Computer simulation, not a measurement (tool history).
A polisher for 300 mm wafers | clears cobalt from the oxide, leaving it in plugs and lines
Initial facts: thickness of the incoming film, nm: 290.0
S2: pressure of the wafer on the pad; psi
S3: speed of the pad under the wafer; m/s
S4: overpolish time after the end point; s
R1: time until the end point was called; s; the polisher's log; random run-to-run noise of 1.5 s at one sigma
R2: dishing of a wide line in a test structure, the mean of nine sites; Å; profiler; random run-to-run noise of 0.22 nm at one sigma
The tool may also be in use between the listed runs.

{"run": 1, "hour": 0.0, "flow of slurry (ml/min)": 160, "S2": 1.6, "S3": 0.78, "S4": 19, "R1": 73.829, "R2": 397.5}
{"run": 2, "hour": 2.8, "flow of slurry (ml/min)": 160, "S2": 1.6, "S3": 0.78, "S4": 13, "R1": 75.701, "R2": 314.75}
{"run": 3, "hour": 4.2, "flow of slurry (ml/min)": 160, "S2": 1.9, "S3": 0.78, "S4": 13, "R1": 66.125, "R2": 350.48}
{"run": 4, "hour": 10.2, "flow of slurry (ml/min)": 160, "S2": 1.9, "S3": 0.78, "S4": 6, "R1": 64.709, "R2": 207.21}
{"run": 5, "hour": 13.5, "flow of slurry (ml/min)": 160, "S2": 1.7, "S3": 0.78, "S4": 7, "R1": 72.801, "R2": 214.4}
{"run": 6, "hour": 14.9, "flow of slurry (ml/min)": 175, "S2": 1.7, "S3": 0.78, "S4": 7, "R1": 72.093, "R2": 214.0}
{"run": 7, "hour": 16.5, "flow of slurry (ml/min)": 175, "S2": 1.6, "S3": 0.78, "S4": 8, "R1": 76.239, "R2": 225.89}

Run 8, settings as shown, results not yet in. Your forecast:
{"run": 8, "hour": 21.9, "flow of slurry (ml/min)": 175, "S2": 1.5, "S3": 0.78, "S4": 8, "R1": "?", "R2": "?"}

{"run 8": {"R1": 81.363, "R2": 219.13}}

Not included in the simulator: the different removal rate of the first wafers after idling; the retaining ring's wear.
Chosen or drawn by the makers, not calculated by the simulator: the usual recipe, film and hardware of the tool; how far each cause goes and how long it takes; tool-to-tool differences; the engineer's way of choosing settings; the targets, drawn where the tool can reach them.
